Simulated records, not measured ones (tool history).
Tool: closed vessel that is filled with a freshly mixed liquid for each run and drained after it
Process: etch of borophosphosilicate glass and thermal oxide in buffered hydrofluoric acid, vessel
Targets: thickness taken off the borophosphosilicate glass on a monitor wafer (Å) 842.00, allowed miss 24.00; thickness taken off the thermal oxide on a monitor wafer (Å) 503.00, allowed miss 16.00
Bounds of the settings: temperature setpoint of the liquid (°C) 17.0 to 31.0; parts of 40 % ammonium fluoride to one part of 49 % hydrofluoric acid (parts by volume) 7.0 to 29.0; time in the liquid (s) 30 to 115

run	hour	temperature setpoint of the liquid (°C)	parts of 40 % ammonium fluoride to one part of 49 % hydrofluoric acid (parts by volume)	time in the liquid (s)	thickness taken off the borophosphosilicate glass on a monitor wafer (Å)	thickness taken off the thermal oxide on a monitor wafer (Å)
1	0.0	23.0	18.0	60	622.04	365.17
2	8.5	23.0	23.0	60	507.84	300.96
3	15.1	25.0	22.5	60	572.36	339.08
4	18.8	25.0	19.5	60	631.89	377.60
5	27.4	26.5	19.0	60	708.22	425.40
6	34.2	26.5	23.0	60	615.25	368.40
7	40.9	27.5	22.5	60	656.40	384.05
8	42.6	28.5	22.0	60	697.02	426.95
9	45.2	29.0	21.5	60	730.24	432.20
10	53.9	29.0	21.5	60	734.13	440.72
11	59.5	29.5	21.5	60	753.84	448.21
12	66.5	30.0	21.5	60	768.66	458.12

Which of these 4 next moves meets every target?
A	73.5	31.0	26.0	65	?	?
B	73.5	28.0	17.0	55	?	?
C	73.5	30.5	14.0	40	?	?
D	73.5	31.0	28.0	75	?	?

move	thickness taken off the borophosphosilicate glass on a monitor wafer (Å)	thickness taken off the thermal oxide on a monitor wafer (Å)
A	770.31	455.48
B	782.22	461.43
C	785.11	463.33
D	845.02	499.72
A: as far off as the last run
B: nearer than the last run, and not there yet
C: nearer than the last run, and not there yet
D: meets every target
Move D is the one to make.

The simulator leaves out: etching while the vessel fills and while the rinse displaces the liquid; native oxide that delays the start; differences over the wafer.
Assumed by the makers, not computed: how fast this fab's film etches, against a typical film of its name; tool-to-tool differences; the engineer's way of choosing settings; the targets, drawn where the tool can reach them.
